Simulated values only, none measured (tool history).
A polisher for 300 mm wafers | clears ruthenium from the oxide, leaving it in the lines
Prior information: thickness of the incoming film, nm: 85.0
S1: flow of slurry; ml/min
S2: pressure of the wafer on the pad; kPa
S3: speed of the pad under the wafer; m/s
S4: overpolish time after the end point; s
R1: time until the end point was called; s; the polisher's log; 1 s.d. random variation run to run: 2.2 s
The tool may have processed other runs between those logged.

run  hour   S1    S2    S3  S4      R1
  1     0  190    11  0.82  10  138.27
  2   4.8  210    11  0.82  10  133.01
  3   9.2  210    11  0.74  10  140.87
  4  16.8  195  10.3  0.74  10  155.85
  5    20  195  10.3  0.74   8  150.11
     25.8  -- slurry nozzle cleaned
  6  25.8  195  10.3  0.62   8   156.7
  7  29.7  190   9.7  0.62   8  170.45
  8  31.3  185   9.7  0.62   8  172.92
  9  40.4  180   9.7  0.62   8  174.19

For run 10, what comes out?
 10  42.8  175  9.7  0.62   8   ?

R1: 172.9 s
